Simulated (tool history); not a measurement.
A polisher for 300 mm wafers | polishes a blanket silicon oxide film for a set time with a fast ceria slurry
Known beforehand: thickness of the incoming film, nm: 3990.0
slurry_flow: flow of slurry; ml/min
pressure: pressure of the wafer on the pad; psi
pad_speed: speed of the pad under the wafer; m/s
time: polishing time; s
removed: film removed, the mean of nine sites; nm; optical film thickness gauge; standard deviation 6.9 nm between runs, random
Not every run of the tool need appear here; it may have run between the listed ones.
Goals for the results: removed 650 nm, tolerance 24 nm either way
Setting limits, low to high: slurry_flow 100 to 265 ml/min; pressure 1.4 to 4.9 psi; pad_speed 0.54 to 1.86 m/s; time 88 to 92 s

run	hour	slurry_flow	pressure	pad_speed	time	removed
1	0	170	3.1	1.18	88	1971.3
2	2.4	170	3.1	1.18	92	2077.9
3	8.1	170	2.6	1.18	92	1752.1
4	15.4	170	3	1.18	92	2031.8
5	17.3	165	2.5	0.98	91	1376.4
6	19.9	185	2.5	0.98	91	1409.7
7	23.5	180	2.1	0.86	91	1056.7
8	25.8	175	1.9	0.8	91	885.93
9	29.5	160	1.7	0.78	91	761.52
10	36.4	145	1.7	0.78	91	764.56
11	42.2	135	1.6	0.78	91	712.51
12	46.3	130	1.6	0.78	91	697.65
13	50.7	125	1.6	0.78	91	687.71
14	58.5	115	1.4	0.78	91	599.67
15	60.8	120	1.4	0.78	91	620.31
16	63.2	125	1.4	0.78	91	603.89
17	66.6	130	1.4	0.78	91	617.62
18	73.7	135	1.4	0.78	91	619.87
19	78.9	140	1.4	0.78	91	618.34

Consider the 5 candidate settings below. Which is the only one whose results all fall within their allowed miss of target?
A	84.1	210	1.8	0.6	92	?
B	84.1	135	1.6	0.64	92	?
C	84.1	150	1.4	0.7	92	?
D	84.1	135	1.8	0.58	92	?
E	84.1	140	2	0.54	88	?

move	removed
A	657.15
B	584.11
C	571.39
D	595.08
E	592.31
A: every result within its allowed miss
B: moves away from the targets compared with the last run
C: moves away from the targets compared with the last run
D: moves away from the targets compared with the last run
E: moves away from the targets compared with the last run
Move A is the one to make.
